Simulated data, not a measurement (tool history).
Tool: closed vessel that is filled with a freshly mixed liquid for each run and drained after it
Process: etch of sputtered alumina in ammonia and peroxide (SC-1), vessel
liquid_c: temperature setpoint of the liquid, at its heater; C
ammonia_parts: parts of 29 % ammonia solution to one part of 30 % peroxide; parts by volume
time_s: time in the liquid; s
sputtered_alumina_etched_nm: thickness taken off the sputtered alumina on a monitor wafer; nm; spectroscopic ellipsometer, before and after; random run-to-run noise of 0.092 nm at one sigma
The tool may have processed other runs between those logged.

run  hour  liquid_c  ammonia_parts  time_s  sputtered_alumina_etched_nm
  1     0        53           0.85     245                       18.816
  2   2.8        53           0.95     245                       18.991
  3  10.4        49           0.95     245                       15.239
  4  19.2        49           0.95     245                       15.242
  5  24.1        45           0.95     245                       12.208
  6  25.2        45            1.2     245                       12.462
  7    27      46.5            1.2     245                       13.596
  8  32.5      47.5            1.2     245                       14.185
  9    34      48.5            1.2     245                       15.255

Run 10 comes next. What will it give?
 10  40.7        49            1.2     245                            ?

sputtered_alumina_etched_nm: 15.5 nm
